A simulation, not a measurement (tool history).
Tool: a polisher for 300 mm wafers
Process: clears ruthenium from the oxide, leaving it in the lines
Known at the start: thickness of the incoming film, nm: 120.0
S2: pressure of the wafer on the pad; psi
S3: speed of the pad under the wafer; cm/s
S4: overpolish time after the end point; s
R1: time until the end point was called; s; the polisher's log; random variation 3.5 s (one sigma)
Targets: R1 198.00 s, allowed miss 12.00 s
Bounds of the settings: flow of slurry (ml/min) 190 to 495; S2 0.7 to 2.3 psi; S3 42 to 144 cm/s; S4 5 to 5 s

Run 1, hour 0.0: flow of slurry (ml/min) 320, S2 1.5 psi, S3 92 cm/s, S4 5 s. Result: R1 141.74 s.
Run 2, hour 1.1: flow of slurry (ml/min) 260, S2 1.5 psi, S3 92 cm/s, S4 5 s. Result: R1 152.83 s.
Run 3, hour 4.3: flow of slurry (ml/min) 260, S2 1.5 psi, S3 92 cm/s, S4 5 s. Result: R1 149.52 s.
Run 4, hour 6.2: flow of slurry (ml/min) 260, S2 1.3 psi, S3 92 cm/s, S4 5 s. Result: R1 168.17 s.
Run 5, hour 10.4: flow of slurry (ml/min) 260, S2 1.3 psi, S3 112 cm/s, S4 5 s. Result: R1 139.63 s.
Run 6, hour 13.9: flow of slurry (ml/min) 260, S2 1.3 psi, S3 112 cm/s, S4 5 s. Result: R1 145.60 s.
Run 7, hour 21.8: flow of slurry (ml/min) 260, S2 1.2 psi, S3 112 cm/s, S4 5 s. Result: R1 153.65 s.
Run 8, hour 26.7: flow of slurry (ml/min) 260, S2 1.1 psi, S3 112 cm/s, S4 5 s. Result: R1 166.60 s.

4 next moves are on the table. One of them brings every result within its allowed miss. Which?
Run A, hour 31.6: flow of slurry (ml/min) 270, S2 1.4 psi, S3 116 cm/s, S4 5 s. Result: R1 ?.
Run B, hour 31.6: flow of slurry (ml/min) 190, S2 1.0 psi, S3 112 cm/s, S4 5 s. Result: R1 ?.
Run C, hour 31.6: flow of slurry (ml/min) 320, S2 1.2 psi, S3 104 cm/s, S4 5 s. Result: R1 ?.
Run D, hour 31.6: flow of slurry (ml/min) 315, S2 1.1 psi, S3 136 cm/s, S4 5 s. Result: R1 ?.

move      R1
   A  130.84
   B  202.68
   C  164.18
   D  137.69
A: further off than the last run
B: meets every target
C: further off than the last run
D: further off than the last run
The right move is B.
